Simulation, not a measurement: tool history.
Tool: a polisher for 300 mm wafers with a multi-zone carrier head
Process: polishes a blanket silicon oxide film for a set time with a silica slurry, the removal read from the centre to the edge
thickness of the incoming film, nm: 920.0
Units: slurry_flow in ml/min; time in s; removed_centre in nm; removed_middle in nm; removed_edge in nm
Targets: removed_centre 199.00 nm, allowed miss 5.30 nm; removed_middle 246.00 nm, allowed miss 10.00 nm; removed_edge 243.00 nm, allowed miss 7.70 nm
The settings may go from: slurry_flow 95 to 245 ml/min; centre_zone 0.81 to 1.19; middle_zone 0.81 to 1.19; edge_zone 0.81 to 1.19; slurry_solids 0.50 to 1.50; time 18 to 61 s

run    day  slurry_flow  centre_zone  middle_zone  edge_zone  slurry_solids  time  removed_centre  removed_middle  removed_edge
  1  0.000          155         1.00         1.00       1.00           1.00    39          167.55          163.39        166.49
  2  0.029          155         1.04         1.00       1.00           1.00    39          174.79          166.13        163.71
  3  0.258          160         1.02         1.02       1.02           1.05    39          175.95          169.94        169.39
  4  0.438          160         1.02         1.02       1.02           0.95    39          170.42          162.61        165.01
  5  0.588          165         0.99         1.04       1.04           1.05    40          175.78          180.32        176.35
  6  0.767          165         0.99         1.04       1.04           1.20    40          183.41          185.69        183.55
  7  1.088          170         0.97         1.05       1.06           1.25    41          187.64          196.29        193.28
  8  1.433          175         0.95         1.06       1.08           1.30    42          191.80          207.54        201.20
  9  1.629          175         0.93         1.06       1.09           1.35    43          194.13          216.02        209.34
 10  1.842          175         0.92         1.06       1.10           1.35    43          188.75          214.29        211.66
 11  2.054          180         0.91         1.06       1.11           1.35    43          194.08          217.91        211.40
 12  2.167          175         0.90         1.06       1.12           1.35    44          191.37          217.82        212.95
 13  2.533          210         0.82         1.08       1.19           1.50    44          186.02          236.15        234.74
 14  2.633          215         0.82         1.08       1.19           1.50    44          185.47          233.28        231.24

5 next moves are on the table. One of them brings every result within its allowed miss. Which?
  A  2.733          235         0.83         1.07       1.17           1.45    46               ?               ?             ?
  B  2.733          245         0.85         1.10       1.09           1.45    44               ?               ?             ?
  C  2.733          210         0.83         1.15       1.17           1.50    49               ?               ?             ?
  D  2.733          210         0.83         1.09       1.18           1.50    49               ?               ?             ?
  E  2.733          170         0.81         1.12       1.19           1.50    50               ?               ?             ?

move  removed_centre  removed_middle  removed_edge
   A          200.28          244.00        245.29
   B          197.40          240.19        229.29
   C          212.07          275.15        260.71
   D          211.98          262.77        261.77
   E          203.34          265.48        261.34
A: meets every target
B: brings the result that was furthest off to its target, and leaves another outside
C: takes the result that was furthest off past its target
D: takes the result that was furthest off past its target
E: brings the result that was furthest off to its target, and leaves another outside
Answer: A
